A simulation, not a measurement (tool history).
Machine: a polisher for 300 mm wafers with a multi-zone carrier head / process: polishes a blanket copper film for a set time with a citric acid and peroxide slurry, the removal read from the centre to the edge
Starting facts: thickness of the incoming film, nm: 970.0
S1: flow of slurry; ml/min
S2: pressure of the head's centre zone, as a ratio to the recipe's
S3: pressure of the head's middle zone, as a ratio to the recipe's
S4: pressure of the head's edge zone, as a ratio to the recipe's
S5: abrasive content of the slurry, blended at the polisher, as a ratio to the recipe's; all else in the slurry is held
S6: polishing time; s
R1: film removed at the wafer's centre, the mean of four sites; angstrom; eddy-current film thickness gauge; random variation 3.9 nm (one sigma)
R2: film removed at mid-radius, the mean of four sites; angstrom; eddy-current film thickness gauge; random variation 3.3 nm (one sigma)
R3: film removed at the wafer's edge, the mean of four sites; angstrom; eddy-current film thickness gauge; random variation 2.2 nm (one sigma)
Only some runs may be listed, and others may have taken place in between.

Run 1, day 0.000: S1 210 ml/min, S2 1.00, S3 1.00, S4 1.00, S5 1.00, S6 68 s. Result: R1 2237.2 angstrom, R2 2195.9 angstrom, R3 2300.0 angstrom.
Run 2, day 0.300: S1 210 ml/min, S2 1.00, S3 1.07, S4 1.00, S5 1.00, S6 68 s. Result: R1 2195.3 angstrom, R2 2302.1 angstrom, R3 2301.9 angstrom.
Run 3, day 0.421: S1 210 ml/min, S2 1.04, S3 1.07, S4 1.00, S5 1.00, S6 68 s. Result: R1 2251.4 angstrom, R2 2320.9 angstrom, R3 2303.1 angstrom.
Run 4, day 0.629: S1 210 ml/min, S2 1.04, S3 1.13, S4 1.00, S5 1.00, S6 68 s. Result: R1 2311.4 angstrom, R2 2435.2 angstrom, R3 2300.9 angstrom.
Run 5, day 0.917: S1 215 ml/min, S2 1.05, S3 1.14, S4 1.03, S5 1.10, S6 68 s. Result: R1 2370.7 angstrom, R2 2532.4 angstrom, R3 2376.8 angstrom.
Run 6, day 1.075: S1 215 ml/min, S2 1.05, S3 1.08, S4 1.03, S5 1.10, S6 68 s. Result: R1 2399.8 angstrom, R2 2393.9 angstrom, R3 2379.3 angstrom.
Run 7, day 1.425: S1 265 ml/min, S2 1.11, S3 1.17, S4 1.13, S5 1.35, S6 71 s. Result: R1 2823.4 angstrom, R2 2910.4 angstrom, R3 2721.8 angstrom.
Run 8, day 1.717: S1 265 ml/min, S2 1.11, S3 1.17, S4 1.14, S5 1.35, S6 71 s. Result: R1 2772.2 angstrom, R2 2891.2 angstrom, R3 2732.5 angstrom.

Run 9 is up next; what results do you expect?
Run 9, day 1.912: S1 265 ml/min, S2 1.11, S3 1.17, S4 1.15, S5 1.35, S6 71 s. Result: R1 ?, R2 ?, R3 ?.

{"run 9": {"R1": 2789.6, "R2": 2919.2, "R3": 2748.4}}
